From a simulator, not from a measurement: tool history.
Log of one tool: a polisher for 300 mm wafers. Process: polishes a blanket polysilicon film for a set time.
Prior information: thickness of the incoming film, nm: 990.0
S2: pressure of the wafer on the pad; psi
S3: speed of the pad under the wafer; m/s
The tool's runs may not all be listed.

run 1 hour=0 | flow_of_slurry_(ml/min)=145 S2=1.8 S3=0.84 polishing_time_(s)=54 | film_removed_(angstrom)=2248.9
run 2 hour=3.4 | flow_of_slurry_(ml/min)=140 S2=1.6 S3=0.84 polishing_time_(s)=54 | film_removed_(angstrom)=1985.9
run 3 hour=8.2 | flow_of_slurry_(ml/min)=140 S2=1.6 S3=1.04 polishing_time_(s)=54 | film_removed_(angstrom)=2367.8
run 4 hour=11.2 | flow_of_slurry_(ml/min)=140 S2=1.6 S3=1.04 polishing_time_(s)=54 | film_removed_(angstrom)=2436.5
run 5 hour=12 | flow_of_slurry_(ml/min)=140 S2=2 S3=1.04 polishing_time_(s)=54 | film_removed_(angstrom)=2984.4
run 6 hour=16.7 | flow_of_slurry_(ml/min)=140 S2=2 S3=1.04 polishing_time_(s)=49 | film_removed_(angstrom)=2712.1
run 7 hour=23.1 | flow_of_slurry_(ml/min)=130 S2=1.6 S3=1.04 polishing_time_(s)=49 | film_removed_(angstrom)=2135.1

Estimate the outcome of run 8 from the log above:
run 8 hour=23.9 | flow_of_slurry_(ml/min)=120 S2=1.4 S3=1.04 polishing_time_(s)=49 | film_removed_(angstrom)=?

{"run 8": {"film removed (angstrom)": 1818.5}}
